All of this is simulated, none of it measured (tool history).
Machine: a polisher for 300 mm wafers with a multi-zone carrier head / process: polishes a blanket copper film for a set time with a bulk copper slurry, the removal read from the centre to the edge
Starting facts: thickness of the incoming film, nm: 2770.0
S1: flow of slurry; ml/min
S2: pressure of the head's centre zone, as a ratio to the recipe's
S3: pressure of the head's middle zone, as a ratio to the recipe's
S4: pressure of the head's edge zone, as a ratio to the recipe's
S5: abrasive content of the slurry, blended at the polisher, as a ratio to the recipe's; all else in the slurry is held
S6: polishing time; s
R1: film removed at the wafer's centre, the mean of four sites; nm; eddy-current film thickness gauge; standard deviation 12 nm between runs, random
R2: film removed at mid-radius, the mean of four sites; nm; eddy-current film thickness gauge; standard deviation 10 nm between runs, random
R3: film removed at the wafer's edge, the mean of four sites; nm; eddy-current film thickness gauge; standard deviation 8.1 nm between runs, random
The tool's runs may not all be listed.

run 1 hour=0 | S1=215 S2=1 S3=1 S4=1 S5=1 S6=62 | R1=496.7 R2=505.77 R3=494.83
run 2 hour=3 | S1=215 S2=1 S3=1 S4=1 S5=1 S6=77 | R1=612.12 R2=634.09 R3=611.67
run 3 hour=8.1 | S1=215 S2=1 S3=1 S4=0.96 S5=1 S6=77 | R1=615.93 R2=619.39 R3=592.03
run 4 hour=11.4 | S1=255 S2=1 S3=1 S4=0.96 S5=1 S6=77 | R1=621.01 R2=637.87 R3=609.6
-- hour=17.5 slurry nozzle cleaned
run 5 hour=17.5 | S1=255 S2=0.95 S3=1 S4=0.96 S5=1 S6=77 | R1=615.04 R2=651.57 R3=626.95
run 6 hour=25.2 | S1=290 S2=0.95 S3=1 S4=0.96 S5=1 S6=77 | R1=621.04 R2=669.42 R3=631.58
run 7 hour=26.3 | S1=290 S2=1 S3=0.99 S4=0.97 S5=1.15 S6=80 | R1=716.07 R2=708.66 R3=689.79

Estimate the outcome of run 8 from the log above:
run 8 hour=34.5 | S1=295 S2=1.03 S3=1 S4=0.99 S5=1.25 S6=80 | R1=? R2=? R3=?

{"run 8": {"R1": 753.73, "R2": 741.04, "R3": 702.69}}

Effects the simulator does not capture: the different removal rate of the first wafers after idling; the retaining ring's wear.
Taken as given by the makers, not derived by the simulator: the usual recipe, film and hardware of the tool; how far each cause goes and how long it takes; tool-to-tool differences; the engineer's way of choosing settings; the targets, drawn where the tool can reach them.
